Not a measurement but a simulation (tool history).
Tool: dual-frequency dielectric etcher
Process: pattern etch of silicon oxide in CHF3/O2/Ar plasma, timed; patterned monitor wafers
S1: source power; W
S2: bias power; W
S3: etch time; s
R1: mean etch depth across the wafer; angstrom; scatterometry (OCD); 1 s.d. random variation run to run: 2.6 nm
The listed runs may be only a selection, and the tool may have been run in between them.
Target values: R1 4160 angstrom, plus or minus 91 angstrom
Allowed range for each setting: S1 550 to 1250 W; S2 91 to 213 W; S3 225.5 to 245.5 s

run,day,S1,S2,S3,R1
1,0,900,152,245.5,4762.4
2,0.338,850,149,245,4640.6
3,0.408,850,165,245,4748.8
4,0.475,800,162,244.5,4641.6
5,0.771,800,175,244.5,4710.2
6,1.088,760,171,243,4593.8
7,1.233,720,168,242,4445.9
8,1.292,700,167,242,4449.7
9,1.583,670,165,241.5,4334.6
10,1.758,650,164,241.5,4323.9
11,2.046,630,163,241.5,4337.7
12,2.258,620,161,240.5,4265.3

Which of these 5 next moves meets every target?
A,2.471,820,148,232.5,?
B,2.471,620,156,225.5,?
C,2.471,640,159,232.5,?
D,2.471,550,179,225.5,?
E,2.471,600,176,240,?

move,R1
A,4313.1
B,3967.8
C,4145.4
D,4030.6
E,4350.5
A: further off than the last run
B: takes the result that was furthest off past its target
C: every result within its allowed miss
D: takes the result that was furthest off past its target
E: further off than the last run
The move that meets every target is C.
